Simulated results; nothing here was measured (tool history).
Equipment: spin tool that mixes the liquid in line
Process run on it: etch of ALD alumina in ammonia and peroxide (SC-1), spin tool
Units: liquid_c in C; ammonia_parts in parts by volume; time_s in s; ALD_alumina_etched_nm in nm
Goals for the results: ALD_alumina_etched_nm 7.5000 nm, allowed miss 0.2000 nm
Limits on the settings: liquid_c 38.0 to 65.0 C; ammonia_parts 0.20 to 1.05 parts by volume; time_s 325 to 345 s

run	hour	liquid_c	ammonia_parts	time_s	ALD_alumina_etched_nm
1	0.0	49.0	0.55	325	9.8247
2	0.9	49.0	0.55	345	10.3680
3	7.5	49.0	0.35	345	9.7463
4	11.2	48.0	0.35	345	9.4598
5	14.9	48.0	0.35	325	8.8579
6	20.3	47.5	0.35	325	8.7354
7	21.6	47.0	0.35	325	8.4219
8	29.9	46.5	0.35	325	8.2421
9	33.1	46.0	0.35	325	7.8891

Of the 5 settings listed for the next run, only one would bring every result within its allowed miss of target. Which one?
A	36.3	47.5	0.35	325	?
B	36.3	46.5	0.35	330	?
C	36.3	44.0	0.35	325	?
D	36.3	45.0	0.20	340	?
E	36.3	44.0	0.45	325	?

move	ALD_alumina_etched_nm
A	8.6496
B	8.3027
C	7.0927
D	7.4472
E	7.2650
A: the biggest miss grows against the last run
B: the biggest miss grows against the last run
C: pushes the last run's worst result past its target
D: all results in spec
E: pushes the last run's worst result past its target
Move D is the one to make.
